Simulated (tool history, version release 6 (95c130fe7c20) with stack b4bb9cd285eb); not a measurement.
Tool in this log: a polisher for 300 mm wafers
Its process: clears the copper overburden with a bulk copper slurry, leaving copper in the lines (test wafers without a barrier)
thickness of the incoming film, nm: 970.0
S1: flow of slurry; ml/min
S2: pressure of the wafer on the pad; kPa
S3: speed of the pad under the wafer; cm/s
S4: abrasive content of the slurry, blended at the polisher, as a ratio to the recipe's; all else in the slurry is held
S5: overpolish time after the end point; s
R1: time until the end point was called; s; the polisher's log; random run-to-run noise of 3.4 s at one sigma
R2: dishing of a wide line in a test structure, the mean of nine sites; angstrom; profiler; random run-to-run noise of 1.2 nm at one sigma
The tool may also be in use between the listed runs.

| run | hour | S1 | S2 | S3 | S4 | S5 | R1 | R2 |
|---|---|---|---|---|---|---|---|---|
| 1 | 0 | 285 | 16.5 | 96 | 1 | 19 | 114.27 | 826.03 |
| 2 | 4.5 | 285 | 16.5 | 118 | 1 | 19 | 97.329 | 936.86 |
| 3 | 10.2 | 285 | 16.5 | 118 | 1 | 25 | 96.881 | 1073.2 |
| 4 | 14.2 | 285 | 20.7 | 118 | 1 | 25 | 76.865 | 1259.2 |
| 5 | 16 | 225 | 20.7 | 118 | 1 | 25 | 80.905 | 1264 |
| 6 | 24 | 225 | 20.7 | 118 | 0.9 | 25 | 84.232 | 1200.8 |
| 7 | 29.3 | 225 | 16.5 | 90 | 0.9 | 31 | 129.85 | 1072.8 |

Run 8, settings as shown, results not yet in. Your forecast:
| 8 | 35.2 | 225 | 15.2 | 86 | 0.9 | 31 | ? | ? |

{"run 8": {"R1": 143.48, "R2": 1018.9}}
